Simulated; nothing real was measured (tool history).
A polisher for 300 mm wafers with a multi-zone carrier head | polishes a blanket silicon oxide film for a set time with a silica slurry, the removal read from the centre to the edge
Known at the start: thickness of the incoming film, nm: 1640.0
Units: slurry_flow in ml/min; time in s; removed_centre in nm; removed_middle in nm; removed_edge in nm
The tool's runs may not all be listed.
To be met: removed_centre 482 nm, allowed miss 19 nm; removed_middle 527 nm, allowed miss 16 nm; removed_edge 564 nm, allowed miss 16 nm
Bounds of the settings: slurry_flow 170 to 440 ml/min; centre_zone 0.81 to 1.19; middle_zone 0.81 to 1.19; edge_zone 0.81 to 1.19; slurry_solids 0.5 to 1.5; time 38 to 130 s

run 1 hour=0 | slurry_flow=280 centre_zone=1 middle_zone=1 edge_zone=1 slurry_solids=1 time=84 | removed_centre=435.92 removed_middle=439.5 removed_edge=438.67
run 2 hour=1.1 | slurry_flow=280 centre_zone=1.04 middle_zone=1 edge_zone=1 slurry_solids=1 time=84 | removed_centre=458.7 removed_middle=436.31 removed_edge=440.92
run 3 hour=9.4 | slurry_flow=280 centre_zone=1.11 middle_zone=1 edge_zone=1 slurry_solids=1 time=84 | removed_centre=477.29 removed_middle=439.83 removed_edge=442.15
run 4 hour=18.3 | slurry_flow=280 centre_zone=1.07 middle_zone=1.01 edge_zone=1.04 slurry_solids=1.05 time=84 | removed_centre=469.29 removed_middle=439.39 removed_edge=460.59
run 5 hour=26.3 | slurry_flow=285 centre_zone=1.05 middle_zone=1.04 edge_zone=1.06 slurry_solids=1.1 time=84 | removed_centre=463.37 removed_middle=463.51 removed_edge=463.75
run 6 hour=31.6 | slurry_flow=285 centre_zone=1.05 middle_zone=1.04 edge_zone=1.09 slurry_solids=1.1 time=84 | removed_centre=467.96 removed_middle=463.01 removed_edge=475.78
run 7 hour=37.8 | slurry_flow=290 centre_zone=1.03 middle_zone=1.04 edge_zone=1.11 slurry_solids=1.15 time=84 | removed_centre=464.86 removed_middle=475.75 removed_edge=486.24
run 8 hour=45.3 | slurry_flow=290 centre_zone=1.02 middle_zone=1.03 edge_zone=1.13 slurry_solids=1.2 time=84 | removed_centre=462.03 removed_middle=484.66 removed_edge=494.51
run 9 hour=47.7 | slurry_flow=285 centre_zone=1.01 middle_zone=1.01 edge_zone=1.14 slurry_solids=1.25 time=85 | removed_centre=473.9 removed_middle=477.77 removed_edge=510.61
run 10 hour=54 | slurry_flow=290 centre_zone=1 middle_zone=1.01 edge_zone=1.15 slurry_solids=1.3 time=85 | removed_centre=469.58 removed_middle=485.43 removed_edge=517.73
run 11 hour=56.8 | slurry_flow=290 centre_zone=0.99 middle_zone=1.01 edge_zone=1.16 slurry_solids=1.35 time=85 | removed_centre=471.34 removed_middle=495.38 removed_edge=526.39
run 12 hour=64.8 | slurry_flow=295 centre_zone=0.98 middle_zone=1.01 edge_zone=1.17 slurry_solids=1.4 time=85 | removed_centre=475.27 removed_middle=497.4 removed_edge=539.74
run 13 hour=68.9 | slurry_flow=300 centre_zone=0.98 middle_zone=1.02 edge_zone=1.17 slurry_solids=1.4 time=85 | removed_centre=479.75 removed_middle=496.04 removed_edge=537.35
run 14 hour=74.8 | slurry_flow=300 centre_zone=0.98 middle_zone=1.02 edge_zone=1.17 slurry_solids=1.4 time=85 | removed_centre=485.55 removed_middle=493.32 removed_edge=532.13
run 15 hour=83 | slurry_flow=285 centre_zone=0.97 middle_zone=1.02 edge_zone=1.17 slurry_solids=1.4 time=85 | removed_centre=471.28 removed_middle=497.77 removed_edge=543.84

Which of these 4 next moves meets every target?
run A hour=91.2 | slurry_flow=385 centre_zone=0.97 middle_zone=1.14 edge_zone=1.14 slurry_solids=1.25 time=88 | removed_centre=? removed_middle=? removed_edge=?
run B hour=91.2 | slurry_flow=395 centre_zone=1.04 middle_zone=0.94 edge_zone=1.08 slurry_solids=1.3 time=89 | removed_centre=? removed_middle=? removed_edge=?
run C hour=91.2 | slurry_flow=170 centre_zone=0.95 middle_zone=0.94 edge_zone=1.12 slurry_solids=1.5 time=99 | removed_centre=? removed_middle=? removed_edge=?
run D hour=91.2 | slurry_flow=300 centre_zone=0.93 middle_zone=1.02 edge_zone=1.15 slurry_solids=1.3 time=92 | removed_centre=? removed_middle=? removed_edge=?

move=A removed_centre=478.7 removed_middle=557.25 removed_edge=542.69
move=B removed_centre=525.66 removed_middle=486 removed_edge=542.34
move=C removed_centre=516.45 removed_middle=527.29 removed_edge=608.99
move=D removed_centre=475.57 removed_middle=527.58 removed_edge=569.81
A: takes the result that was furthest off past its target
B: further off than the last run
C: brings the result that was furthest off to its target, and leaves another outside
D: meets every target
The right move is D.

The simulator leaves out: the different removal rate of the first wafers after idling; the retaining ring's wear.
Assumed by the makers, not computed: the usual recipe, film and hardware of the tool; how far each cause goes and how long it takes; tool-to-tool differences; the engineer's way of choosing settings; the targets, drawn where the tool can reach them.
